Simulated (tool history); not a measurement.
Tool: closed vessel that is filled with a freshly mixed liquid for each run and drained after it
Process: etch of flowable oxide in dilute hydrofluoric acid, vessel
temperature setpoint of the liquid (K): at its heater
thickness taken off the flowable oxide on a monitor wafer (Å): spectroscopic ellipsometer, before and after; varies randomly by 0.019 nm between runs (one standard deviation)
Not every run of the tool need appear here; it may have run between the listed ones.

run  hour  temperature setpoint of the liquid (K)  parts of water to one part of 49 % hydrofluoric acid (parts by volume)  time in the liquid (s)  thickness taken off the flowable oxide on a monitor wafer (Å)
  1   0.0                                  296.15                                                                     205                      30                                                         34.362
  2   6.3                                  299.15                                                                     205                      30                                                         39.264
  3  14.2                                  301.65                                                                     205                      30                                                         42.672
  4  15.7                                  299.15                                                                     210                      30                                                         38.125
  5  22.0                                  297.15                                                                     210                      30                                                         35.267
  6  31.0                                  300.15                                                                     210                      30                                                         39.185
  7  37.2                                  298.15                                                                     215                      30                                                         35.530
  8  44.7                                  296.15                                                                     215                      30                                                         33.471
  9  49.5                                  294.65                                                                     220                      30                                                         29.853
     54.1  -- thermometer replaced
 10  54.1                                  293.65                                                                     220                      30                                                         31.017
 11  62.0                                  293.65                                                                     220                      30                                                         31.500
 12  64.0                                  293.15                                                                     225                      30                                                         30.097

Predict the results of run 13:
 13  68.0                                  292.65                                                                     230                      30                                                              ?

Run 13 produced thickness taken off the flowable oxide on a monitor wafer (Å) 28.715.
